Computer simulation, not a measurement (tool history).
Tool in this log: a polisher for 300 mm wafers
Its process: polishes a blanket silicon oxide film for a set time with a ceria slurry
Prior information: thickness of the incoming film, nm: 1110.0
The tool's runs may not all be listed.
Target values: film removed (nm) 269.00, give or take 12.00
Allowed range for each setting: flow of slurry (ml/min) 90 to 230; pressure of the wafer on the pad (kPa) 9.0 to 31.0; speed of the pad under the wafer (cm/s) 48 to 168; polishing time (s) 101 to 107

| run | hour | flow of slurry (ml/min) | pressure of the wafer on the pad (kPa) | speed of the pad under the wafer (cm/s) | polishing time (s) | film removed (nm) |
|---|---|---|---|---|---|---|
| 1 | 0.0 | 150 | 20.0 | 108 | 101 | 540.63 |
| 2 | 2.7 | 150 | 16.5 | 104 | 101 | 430.92 |
| 3 | 11.5 | 150 | 13.8 | 102 | 101 | 361.12 |
| 4 | 14.9 | 150 | 13.8 | 120 | 101 | 415.05 |
| 5 | 22.4 | 150 | 13.8 | 98 | 101 | 337.06 |
| 6 | 26.1 | 150 | 12.4 | 98 | 101 | 308.66 |
| 7 | 30.1 | 145 | 9.7 | 98 | 101 | 244.35 |
| 8 | 34.1 | 150 | 9.7 | 98 | 101 | 248.19 |
| 9 | 35.7 | 155 | 9.7 | 98 | 101 | 247.16 |

5 next moves are on the table. One of them brings every result within its allowed miss. Which?
| A | 37.3 | 185 | 10.3 | 106 | 103 | ? |
| B | 37.3 | 215 | 11.0 | 98 | 107 | ? |
| C | 37.3 | 145 | 9.0 | 106 | 103 | ? |
| D | 37.3 | 160 | 10.3 | 104 | 106 | ? |
| E | 37.3 | 150 | 9.0 | 110 | 105 | ? |

| move | film removed (nm) |
|---|---|
| A | 303.36 |
| B | 317.08 |
| C | 254.13 |
| D | 299.22 |
| E | 270.33 |
A: the result that was furthest off in the last run now lies on the other side of its target
B: the result that was furthest off in the last run now lies on the other side of its target
C: moves toward the targets from the last run without getting all of them in spec
D: the result that was furthest off in the last run now lies on the other side of its target
E: meets every target
Correct choice: E, which meets every target
